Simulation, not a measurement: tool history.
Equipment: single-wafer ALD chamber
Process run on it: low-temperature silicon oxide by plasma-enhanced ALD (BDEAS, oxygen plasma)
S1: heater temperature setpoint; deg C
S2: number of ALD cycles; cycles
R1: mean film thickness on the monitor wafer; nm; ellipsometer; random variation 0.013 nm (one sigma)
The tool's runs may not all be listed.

run 1 hour=0.0 | S1=110 S2=24 | R1=3.5046
run 2 hour=3.5 | S1=121 S2=24 | R1=3.4298
run 3 hour=8.9 | S1=121 S2=26 | R1=3.6859
run 4 hour=12.9 | S1=121 S2=29 | R1=4.1557
run 5 hour=20.7 | S1=114 S2=29 | R1=4.2229
run 6 hour=26.9 | S1=117 S2=27 | R1=3.8910
run 7 hour=33.6 | S1=120 S2=25 | R1=3.5711
run 8 hour=38.7 | S1=120 S2=25 | R1=3.5850
run 9 hour=46.9 | S1=121 S2=24 | R1=3.4386
run 10 hour=53.0 | S1=122 S2=23 | R1=3.2576

What does the tool deliver on the next run?
run 11 hour=55.5 | S1=124 S2=22 | R1=?

{"run 11": {"R1": 3.1192}}

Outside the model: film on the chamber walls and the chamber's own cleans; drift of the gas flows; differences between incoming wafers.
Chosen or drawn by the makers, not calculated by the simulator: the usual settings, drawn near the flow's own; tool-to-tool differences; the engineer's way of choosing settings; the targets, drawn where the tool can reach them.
